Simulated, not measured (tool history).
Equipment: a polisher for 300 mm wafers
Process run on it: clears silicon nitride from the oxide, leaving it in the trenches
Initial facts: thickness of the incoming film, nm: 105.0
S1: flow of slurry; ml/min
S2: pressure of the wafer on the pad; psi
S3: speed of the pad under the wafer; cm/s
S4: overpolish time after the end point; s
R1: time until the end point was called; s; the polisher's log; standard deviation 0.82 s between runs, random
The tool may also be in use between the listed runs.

{"run": 1, "hour": 0.0, "S1": 290, "S2": 2.7, "S3": 116, "S4": 40, "R1": 79.987}
{"run": 2, "hour": 5.4, "S1": 290, "S2": 2.7, "S3": 116, "S4": 43, "R1": 80.613}
{"run": 3, "hour": 8.3, "S1": 290, "S2": 2.9, "S3": 116, "S4": 43, "R1": 76.854}
{"run": 4, "hour": 12.1, "S1": 290, "S2": 2.9, "S3": 116, "S4": 43, "R1": 73.083}
{"run": 5, "hour": 18.9, "S1": 290, "S2": 3.0, "S3": 116, "S4": 43, "R1": 71.355}
{"run": 6, "hour": 20.6, "S1": 290, "S2": 3.1, "S3": 116, "S4": 43, "R1": 67.549}

Estimate the outcome of run 7 from the log above:
{"run": 7, "hour": 26.1, "S1": 290, "S2": 3.2, "S3": 116, "S4": 43, "R1": "?"}

R1: 69.472 s
